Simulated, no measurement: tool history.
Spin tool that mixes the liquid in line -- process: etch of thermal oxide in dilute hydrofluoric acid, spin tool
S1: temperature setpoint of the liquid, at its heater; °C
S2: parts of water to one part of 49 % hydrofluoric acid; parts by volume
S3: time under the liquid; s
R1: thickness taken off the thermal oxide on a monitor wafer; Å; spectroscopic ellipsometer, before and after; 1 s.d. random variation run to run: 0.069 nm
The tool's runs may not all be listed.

| run | hour | S1 | S2 | S3 | R1 |
|---|---|---|---|---|---|
| 1 | 0 | 24 | 210 | 315 | 72.175 |
| 2 | 2.8 | 24 | 210 | 315 | 73.177 |
| 3 | 3.6 | 24 | 210 | 315 | 71.893 |
| 4 | 11.5 | 24 | 140 | 315 | 117.41 |
| 5 | 18.6 | 23.5 | 140 | 315 | 114.78 |
| 6 | 25 | 26.5 | 140 | 315 | 128.97 |

What will run 7 give?
| 7 | 32.4 | 25.5 | 140 | 315 | ? |

Run 7 came out at R1 123.59 Å.
